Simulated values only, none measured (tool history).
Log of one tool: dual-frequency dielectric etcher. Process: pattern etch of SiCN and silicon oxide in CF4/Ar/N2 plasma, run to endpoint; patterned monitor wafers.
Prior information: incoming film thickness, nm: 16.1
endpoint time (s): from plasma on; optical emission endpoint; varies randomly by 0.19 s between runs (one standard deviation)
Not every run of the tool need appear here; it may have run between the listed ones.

run 1 hour=0 | source_power_(kW)=0.47 bias_power_(kW)=0.072 Ar_flow_(sccm)=126 CF4_flow_(sccm)=68 | endpoint_time_(s)=18.429
run 2 hour=6.4 | source_power_(kW)=0.54 bias_power_(kW)=0.072 Ar_flow_(sccm)=126 CF4_flow_(sccm)=68 | endpoint_time_(s)=16.271
run 3 hour=9 | source_power_(kW)=0.48 bias_power_(kW)=0.071 Ar_flow_(sccm)=127 CF4_flow_(sccm)=68 | endpoint_time_(s)=17.921
run 4 hour=13.7 | source_power_(kW)=0.43 bias_power_(kW)=0.07 Ar_flow_(sccm)=128 CF4_flow_(sccm)=68 | endpoint_time_(s)=20.019
run 5 hour=18.3 | source_power_(kW)=0.4 bias_power_(kW)=0.069 Ar_flow_(sccm)=128 CF4_flow_(sccm)=68 | endpoint_time_(s)=21.095
run 6 hour=22.5 | source_power_(kW)=0.38 bias_power_(kW)=0.068 Ar_flow_(sccm)=128 CF4_flow_(sccm)=68 | endpoint_time_(s)=22.142
run 7 hour=28.8 | source_power_(kW)=0.37 bias_power_(kW)=0.068 Ar_flow_(sccm)=128 CF4_flow_(sccm)=68 | endpoint_time_(s)=22.816
run 8 hour=34.7 | source_power_(kW)=0.36 bias_power_(kW)=0.068 Ar_flow_(sccm)=128 CF4_flow_(sccm)=68 | endpoint_time_(s)=23.146

Run 9 comes next. What will it give?
run 9 hour=37.6 | source_power_(kW)=0.35 bias_power_(kW)=0.068 Ar_flow_(sccm)=128 CF4_flow_(sccm)=68 | endpoint_time_(s)=?

endpoint time (s): 24.079
